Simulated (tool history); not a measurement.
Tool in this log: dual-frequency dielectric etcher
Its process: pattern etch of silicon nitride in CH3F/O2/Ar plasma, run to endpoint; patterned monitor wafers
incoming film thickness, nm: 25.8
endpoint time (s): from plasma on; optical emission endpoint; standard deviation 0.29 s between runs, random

| run | hour | source power (kW) | bias power (kW) | endpoint time (s) |
|---|---|---|---|---|
| 1 | 0.0 | 0.520 | 0.096 | 33.710 |
| 2 | 7.4 | 0.450 | 0.096 | 35.390 |
| 3 | 13.4 | 0.450 | 0.082 | 36.754 |
| 4 | 19.0 | 0.440 | 0.081 | 37.267 |
| 5 | 20.7 | 0.440 | 0.065 | 39.446 |
| 6 | 22.7 | 0.440 | 0.072 | 38.482 |
| 7 | 24.4 | 0.430 | 0.071 | 38.983 |
| 8 | 30.8 | 0.420 | 0.071 | 39.156 |
| 9 | 36.7 | 0.410 | 0.071 | 39.146 |

Run 10, settings as shown, results not yet in. Your forecast:
| 10 | 38.1 | 0.400 | 0.070 | ? |

{"run 10": {"endpoint time (s)": 39.808}}
